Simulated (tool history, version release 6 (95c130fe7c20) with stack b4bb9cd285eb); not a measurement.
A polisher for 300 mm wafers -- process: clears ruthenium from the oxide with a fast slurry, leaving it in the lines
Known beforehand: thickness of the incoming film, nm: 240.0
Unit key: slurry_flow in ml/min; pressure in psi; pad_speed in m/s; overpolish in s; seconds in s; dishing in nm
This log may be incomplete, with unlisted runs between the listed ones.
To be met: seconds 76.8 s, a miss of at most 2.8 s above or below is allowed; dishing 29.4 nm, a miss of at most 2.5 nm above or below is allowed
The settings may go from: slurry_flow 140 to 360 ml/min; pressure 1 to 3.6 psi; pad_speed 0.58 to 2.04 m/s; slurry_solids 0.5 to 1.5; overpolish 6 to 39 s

run	hour	slurry_flow	pressure	pad_speed	slurry_solids	overpolish	seconds	dishing
1	0	230	2.3	1.3	1	20	49.198	53.704
2	3.7	230	2.3	1.3	1	15	49.052	45.739
3	7	230	2.3	1.3	1.1	15	47.387	47.305
4	13.8	270	2.3	1.3	1.1	15	46.251	46.941
5	16.6	270	2.3	1.3	1.3	15	43.458	47.047
6	17.3	270	2.2	1.3	1.3	14	44.577	47.026
7	22.8	275	2.1	1.28	1.3	13	45.888	43.394
8	29.8	275	2	1.26	1.3	13	48.413	38.858
9	32.6	275	1.9	1.24	1.3	14	51.91	40.211
10	40.6	275	1.8	1.24	1.3	14	54.2	39.755
11	43.2	275	1.7	1.24	1.3	14	57.247	40.123
12	51.8	275	1.6	1.24	1.3	13	58.872	37.203
13	58.6	270	1	1.2	1.3	11	83.537	23.775
14	60.5	275	1	1.2	1.3	11	83.863	23.837

5 next moves are on the table. One of them brings every result within its allowed miss. Which?
A	62.4	275	1.6	1.12	0.95	10	?	?
B	62.4	305	1.4	1.08	1.35	16	?	?
C	62.4	295	1	1.28	1.4	13	?	?
D	62.4	280	1.2	1.22	1.2	17	?	?
E	62.4	245	1.2	1.1	1.25	11	?	?

move	seconds	dishing
A	75.666	23.439
B	72.238	35.263
C	76.25	28.853
D	75.959	35.534
E	83.579	23.358
A: the furthest-off result lands on target, but another misses its tolerance
B: the result that was furthest off in the last run now lies on the other side of its target
C: all results land within tolerance of their targets
D: the furthest-off result lands on target, but another misses its tolerance
E: just as far off the targets as the last run
Answer: C
